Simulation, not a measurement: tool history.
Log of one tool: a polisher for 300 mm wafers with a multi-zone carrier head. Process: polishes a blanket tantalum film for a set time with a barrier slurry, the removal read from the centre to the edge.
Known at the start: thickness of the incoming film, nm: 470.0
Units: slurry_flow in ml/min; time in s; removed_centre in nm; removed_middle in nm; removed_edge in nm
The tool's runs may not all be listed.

{"run": 1, "day": 0.0, "slurry_flow": 230, "centre_zone": 1.0, "middle_zone": 1.0, "edge_zone": 1.0, "slurry_solids": 1.0, "time": 61, "removed_centre": 63.189, "removed_middle": 64.398, "removed_edge": 63.528}
{"run": 2, "day": 0.183, "slurry_flow": 230, "centre_zone": 0.95, "middle_zone": 1.03, "edge_zone": 1.02, "slurry_solids": 1.0, "time": 61, "removed_centre": 59.678, "removed_middle": 64.999, "removed_edge": 62.944}
{"run": 3, "day": 0.392, "slurry_flow": 230, "centre_zone": 0.95, "middle_zone": 1.03, "edge_zone": 1.02, "slurry_solids": 1.0, "time": 68, "removed_centre": 67.029, "removed_middle": 73.5, "removed_edge": 72.927}
{"run": 4, "day": 0.462, "slurry_flow": 215, "centre_zone": 0.91, "middle_zone": 1.05, "edge_zone": 1.02, "slurry_solids": 0.95, "time": 68, "removed_centre": 61.36, "removed_middle": 72.816, "removed_edge": 70.829}
{"run": 5, "day": 0.546, "slurry_flow": 215, "centre_zone": 0.91, "middle_zone": 1.05, "edge_zone": 1.02, "slurry_solids": 0.95, "time": 81, "removed_centre": 73.19, "removed_middle": 86.467, "removed_edge": 85.473}
{"run": 6, "day": 0.675, "slurry_flow": 165, "centre_zone": 0.91, "middle_zone": 1.05, "edge_zone": 1.02, "slurry_solids": 0.95, "time": 81, "removed_centre": 71.197, "removed_middle": 82.807, "removed_edge": 80.3}

Run 7 comes next. What will it give?
{"run": 7, "day": 0.888, "slurry_flow": 165, "centre_zone": 0.88, "middle_zone": 1.05, "edge_zone": 1.0, "slurry_solids": 0.8, "time": 80, "removed_centre": "?", "removed_middle": "?", "removed_edge": "?"}

removed_centre: 65.427 nm
removed_middle: 79.615 nm
removed_edge: 78.260 nm
